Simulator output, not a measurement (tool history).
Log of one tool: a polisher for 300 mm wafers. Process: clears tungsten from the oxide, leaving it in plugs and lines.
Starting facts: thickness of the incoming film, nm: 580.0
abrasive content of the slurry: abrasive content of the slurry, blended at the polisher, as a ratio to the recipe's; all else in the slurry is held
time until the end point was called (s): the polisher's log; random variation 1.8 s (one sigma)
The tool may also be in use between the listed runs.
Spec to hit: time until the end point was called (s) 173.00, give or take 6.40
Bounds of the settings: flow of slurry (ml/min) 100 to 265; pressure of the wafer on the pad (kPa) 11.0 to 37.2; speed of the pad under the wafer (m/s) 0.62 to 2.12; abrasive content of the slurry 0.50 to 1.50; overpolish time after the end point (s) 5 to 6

run	day	flow of slurry (ml/min)	pressure of the wafer on the pad (kPa)	speed of the pad under the wafer (m/s)	abrasive content of the slurry	overpolish time after the end point (s)	time until the end point was called (s)
1	0.000	170	24.1	1.36	1.00	6	110.49
2	0.042	170	22.1	1.36	1.00	6	121.78
3	0.279	170	20.7	1.36	1.00	6	132.05
4	0.450	170	19.3	1.36	1.00	6	141.53
5	0.821	170	18.6	1.36	1.00	6	147.53
6	1.033	170	18.6	1.36	0.85	6	148.28
7	1.367	170	17.9	1.36	0.85	6	155.92
8	1.512	160	15.2	1.36	0.85	6	183.36
9	1.596	165	15.2	1.36	0.85	6	188.14
10	1.883	165	17.2	1.36	0.85	6	166.52
11	2.250	160	17.2	1.36	0.85	6	165.63

Consider the 5 candidate settings below. Which is the only one whose results all fall within their allowed miss of target?
A	2.617	165	14.5	1.46	1.05	6	?
B	2.617	185	17.2	1.38	0.85	6	?
C	2.617	160	14.5	1.42	0.85	6	?
D	2.617	150	16.5	1.50	0.95	5	?
E	2.617	180	14.5	1.70	0.85	6	?

move	time until the end point was called (s)
A	170.27
B	159.27
C	187.33
D	153.00
E	154.20
A: hits every target within its allowed miss
B: misses by more than the last run did
C: takes the biggest miss from the last run beyond its target
D: misses by more than the last run did
E: misses by more than the last run did
Answer: A
